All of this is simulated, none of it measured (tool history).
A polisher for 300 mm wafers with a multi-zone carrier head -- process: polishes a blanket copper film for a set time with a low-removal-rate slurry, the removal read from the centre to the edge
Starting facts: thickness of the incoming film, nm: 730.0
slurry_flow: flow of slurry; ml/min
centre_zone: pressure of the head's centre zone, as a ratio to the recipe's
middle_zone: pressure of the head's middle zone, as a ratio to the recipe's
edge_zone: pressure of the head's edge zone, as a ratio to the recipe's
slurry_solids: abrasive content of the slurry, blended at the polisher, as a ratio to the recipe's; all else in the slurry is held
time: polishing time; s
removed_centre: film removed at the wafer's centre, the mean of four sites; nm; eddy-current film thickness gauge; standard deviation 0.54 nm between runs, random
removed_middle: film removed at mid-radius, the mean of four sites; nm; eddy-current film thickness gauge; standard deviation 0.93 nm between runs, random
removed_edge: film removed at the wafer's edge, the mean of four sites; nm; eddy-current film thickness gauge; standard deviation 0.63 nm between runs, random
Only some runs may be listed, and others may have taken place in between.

{"run": 1, "day": 0.0, "slurry_flow": 245, "centre_zone": 1, "middle_zone": 1, "edge_zone": 1, "slurry_solids": 1, "time": 37, "removed_centre": 93.283, "removed_middle": 93.578, "removed_edge": 88.626}
{"run": 2, "day": 0.108, "slurry_flow": 245, "centre_zone": 1, "middle_zone": 1, "edge_zone": 1, "slurry_solids": 1, "time": 29, "removed_centre": 73.699, "removed_middle": 74.548, "removed_edge": 69.933}
{"run": 3, "day": 0.308, "slurry_flow": 245, "centre_zone": 0.92, "middle_zone": 1, "edge_zone": 1, "slurry_solids": 1, "time": 29, "removed_centre": 66.988, "removed_middle": 73.788, "removed_edge": 69.263}
{"run": 4, "day": 0.633, "slurry_flow": 245, "centre_zone": 0.92, "middle_zone": 1, "edge_zone": 1, "slurry_solids": 1.1, "time": 29, "removed_centre": 68.133, "removed_middle": 74.987, "removed_edge": 71.58}
{"run": 5, "day": 0.821, "slurry_flow": 245, "centre_zone": 0.93, "middle_zone": 0.98, "edge_zone": 0.99, "slurry_solids": 1.1, "time": 29, "removed_centre": 69.804, "removed_middle": 73.925, "removed_edge": 71.44}
{"run": 6, "day": 0.988, "slurry_flow": 245, "centre_zone": 0.9, "middle_zone": 0.98, "edge_zone": 0.99, "slurry_solids": 1.1, "time": 29, "removed_centre": 68.645, "removed_middle": 74.113, "removed_edge": 70.816}
{"run": 7, "day": 1.121, "slurry_flow": 240, "centre_zone": 0.91, "middle_zone": 0.96, "edge_zone": 0.99, "slurry_solids": 1.1, "time": 29, "removed_centre": 67.769, "removed_middle": 71.207, "removed_edge": 71.469}
{"run": 8, "day": 1.346, "slurry_flow": 240, "centre_zone": 0.92, "middle_zone": 0.95, "edge_zone": 0.98, "slurry_solids": 1.1, "time": 29, "removed_centre": 68.694, "removed_middle": 71.041, "removed_edge": 69.854}

What does the tool deliver on the next run?
{"run": 9, "day": 1.671, "slurry_flow": 240, "centre_zone": 0.93, "middle_zone": 0.94, "edge_zone": 0.98, "slurry_solids": 1.1, "time": 29, "removed_centre": "?", "removed_middle": "?", "removed_edge": "?"}

Run 9 produced removed_centre 70.079 nm, removed_middle 70.669 nm, removed_edge 69.482 nm.

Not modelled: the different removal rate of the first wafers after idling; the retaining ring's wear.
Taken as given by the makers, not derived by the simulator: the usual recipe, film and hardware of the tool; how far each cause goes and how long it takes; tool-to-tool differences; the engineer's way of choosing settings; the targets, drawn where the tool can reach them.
